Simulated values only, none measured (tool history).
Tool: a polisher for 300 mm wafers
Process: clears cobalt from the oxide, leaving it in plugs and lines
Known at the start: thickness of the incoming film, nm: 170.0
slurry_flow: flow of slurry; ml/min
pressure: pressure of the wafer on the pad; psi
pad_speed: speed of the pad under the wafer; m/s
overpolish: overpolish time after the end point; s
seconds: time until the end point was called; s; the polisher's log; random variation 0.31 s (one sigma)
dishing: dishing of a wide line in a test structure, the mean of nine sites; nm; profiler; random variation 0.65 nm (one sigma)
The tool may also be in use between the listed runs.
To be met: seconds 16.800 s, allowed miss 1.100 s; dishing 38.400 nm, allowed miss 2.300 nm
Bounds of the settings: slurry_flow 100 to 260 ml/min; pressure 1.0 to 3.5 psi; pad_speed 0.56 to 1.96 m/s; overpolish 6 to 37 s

run 1 hour=0.0 | slurry_flow=165 pressure=2.2 pad_speed=1.26 overpolish=19 | seconds=30.026 dishing=35.976
run 2 hour=2.7 | slurry_flow=165 pressure=1.9 pad_speed=1.26 overpolish=19 | seconds=33.867 dishing=34.957
run 3 hour=10.2 | slurry_flow=205 pressure=1.9 pad_speed=1.26 overpolish=19 | seconds=32.327 dishing=35.911
run 4 hour=14.6 | slurry_flow=205 pressure=1.9 pad_speed=1.38 overpolish=19 | seconds=30.725 dishing=35.179
run 5 hour=19.8 | slurry_flow=205 pressure=2.1 pad_speed=1.40 overpolish=19 | seconds=27.830 dishing=35.353
run 6 hour=24.5 | slurry_flow=205 pressure=2.3 pad_speed=1.42 overpolish=20 | seconds=25.375 dishing=36.797
run 7 hour=28.1 | slurry_flow=205 pressure=2.4 pad_speed=1.44 overpolish=20 | seconds=24.521 dishing=37.338
run 8 hour=30.7 | slurry_flow=205 pressure=2.5 pad_speed=1.46 overpolish=19 | seconds=23.578 dishing=37.714
-- hour=35.1 head pressure recalibrated
run 9 hour=35.1 | slurry_flow=205 pressure=2.6 pad_speed=1.50 overpolish=18 | seconds=20.495 dishing=37.064
run 10 hour=38.3 | slurry_flow=205 pressure=3.0 pad_speed=1.52 overpolish=20 | seconds=18.924 dishing=38.022

5 next moves are on the table. One of them brings every result within its allowed miss. Which?
run A hour=41.5 | slurry_flow=150 pressure=2.9 pad_speed=1.92 overpolish=36 | seconds=? dishing=?
run B hour=41.5 | slurry_flow=215 pressure=2.8 pad_speed=1.46 overpolish=12 | seconds=? dishing=?
run C hour=41.5 | slurry_flow=215 pressure=3.2 pad_speed=1.82 overpolish=18 | seconds=? dishing=?
run D hour=41.5 | slurry_flow=260 pressure=2.4 pad_speed=1.66 overpolish=26 | seconds=? dishing=?
run E hour=41.5 | slurry_flow=255 pressure=3.0 pad_speed=1.28 overpolish=24 | seconds=? dishing=?

move=A seconds=16.687 dishing=40.025
move=B seconds=20.175 dishing=36.646
move=C seconds=15.295 dishing=39.709
move=D seconds=20.569 dishing=39.893
move=E seconds=20.475 dishing=39.790
A: meets every target
B: further off than the last run
C: takes the result that was furthest off past its target
D: further off than the last run
E: further off than the last run
The right move is A.
